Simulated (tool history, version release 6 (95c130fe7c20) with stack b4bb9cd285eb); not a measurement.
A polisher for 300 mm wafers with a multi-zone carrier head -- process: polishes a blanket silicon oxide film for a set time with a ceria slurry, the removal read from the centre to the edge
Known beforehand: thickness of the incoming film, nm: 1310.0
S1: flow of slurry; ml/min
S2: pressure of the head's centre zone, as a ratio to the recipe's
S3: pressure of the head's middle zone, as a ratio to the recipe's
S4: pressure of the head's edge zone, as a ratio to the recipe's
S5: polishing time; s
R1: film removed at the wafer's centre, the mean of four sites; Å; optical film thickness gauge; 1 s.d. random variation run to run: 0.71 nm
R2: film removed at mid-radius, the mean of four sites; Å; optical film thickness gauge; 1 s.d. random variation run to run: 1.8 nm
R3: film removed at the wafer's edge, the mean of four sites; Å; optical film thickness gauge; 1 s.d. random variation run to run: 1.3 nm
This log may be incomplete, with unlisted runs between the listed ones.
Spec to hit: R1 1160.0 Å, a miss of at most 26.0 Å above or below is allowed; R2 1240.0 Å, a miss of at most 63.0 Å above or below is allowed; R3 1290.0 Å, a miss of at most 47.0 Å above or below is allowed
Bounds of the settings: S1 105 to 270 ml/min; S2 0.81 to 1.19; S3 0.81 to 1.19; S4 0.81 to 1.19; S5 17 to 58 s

run	day	S1	S2	S3	S4	S5	R1	R2	R3
1	0.000	175	1.00	1.00	1.00	37	1737.7	1713.3	1710.9
2	0.088	160	0.95	0.97	0.96	35	1524.0	1541.4	1558.1
3	0.396	160	0.87	0.97	0.96	35	1406.0	1535.1	1565.5
4	0.662	150	0.86	0.95	0.92	34	1322.9	1466.9	1465.2
5	0.767	150	0.86	0.95	0.99	34	1325.7	1476.2	1560.2
6	0.883	145	0.85	0.92	0.94	33	1268.0	1365.2	1464.7
7	1.008	140	0.84	0.91	0.90	33	1243.3	1375.3	1411.4
8	1.304	140	0.84	0.91	0.90	33	1234.6	1389.6	1435.0
9	1.438	140	0.85	0.89	0.88	32	1218.4	1298.0	1349.7
10	1.604	135	0.85	0.88	0.87	32	1201.7	1276.4	1360.8
11	1.900	130	0.85	0.88	0.85	32	1187.0	1274.9	1296.1

Of the 5 settings listed for the next run, only one would bring every result within its allowed miss of target. Which one?
A	2.196	110	0.81	0.81	0.93	34	?	?	?
B	2.196	120	0.88	0.94	0.88	31	?	?	?
C	2.196	145	0.83	0.81	0.95	32	?	?	?
D	2.196	135	0.91	0.92	0.83	31	?	?	?
E	2.196	180	0.94	0.81	0.93	28	?	?	?

move	R1	R2	R3
A	1147.0	1230.8	1435.6
B	1163.9	1252.2	1295.6
C	1194.3	1240.2	1431.6
D	1241.8	1272.3	1288.1
E	1232.5	1129.9	1277.4
A: corrects the largest miss of the last run, while another result sits out of spec
B: every result within its allowed miss
C: misses by more than the last run did
D: misses by more than the last run did
E: misses by more than the last run did
So the answer is move B, the one that meets all the targets.
